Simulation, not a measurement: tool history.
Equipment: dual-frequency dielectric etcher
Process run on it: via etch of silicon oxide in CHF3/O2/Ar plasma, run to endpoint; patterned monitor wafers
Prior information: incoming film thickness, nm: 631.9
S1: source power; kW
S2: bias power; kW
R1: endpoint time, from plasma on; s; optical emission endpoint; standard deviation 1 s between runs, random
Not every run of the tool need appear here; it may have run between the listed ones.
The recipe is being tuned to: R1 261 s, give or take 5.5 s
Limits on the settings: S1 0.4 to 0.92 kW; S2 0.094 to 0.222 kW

| run | hour | S1 | S2 | R1 |
|---|---|---|---|---|
| 1 | 0 | 0.66 | 0.158 | 324.12 |
| 2 | 7.4 | 0.72 | 0.158 | 312.6 |
| 3 | 15.9 | 0.77 | 0.166 | 297.31 |
| 4 | 18.3 | 0.8 | 0.171 | 288.46 |
| 5 | 25.4 | 0.73 | 0.171 | 304.79 |
| 6 | 27.2 | 0.68 | 0.171 | 315.62 |
| 7 | 36.1 | 0.81 | 0.198 | 274.68 |
| 8 | 39.1 | 0.83 | 0.199 | 271.03 |

Below are 5 possible settings for the next run. Only one of them brings all results inside the allowed miss of their targets. Which is it?
| A | 42.1 | 0.74 | 0.222 | ? |
| B | 42.1 | 0.77 | 0.195 | ? |
| C | 42.1 | 0.91 | 0.193 | ? |
| D | 42.1 | 0.76 | 0.176 | ? |
| E | 42.1 | 0.75 | 0.217 | ? |

| move | R1 |
|---|---|
| A | 278.16 |
| B | 284.61 |
| C | 263.55 |
| D | 295.92 |
| E | 278.43 |
A: lands further from the targets than the last run did
B: lands further from the targets than the last run did
C: meets every target
D: lands further from the targets than the last run did
E: lands further from the targets than the last run did
The move that meets every target is C.
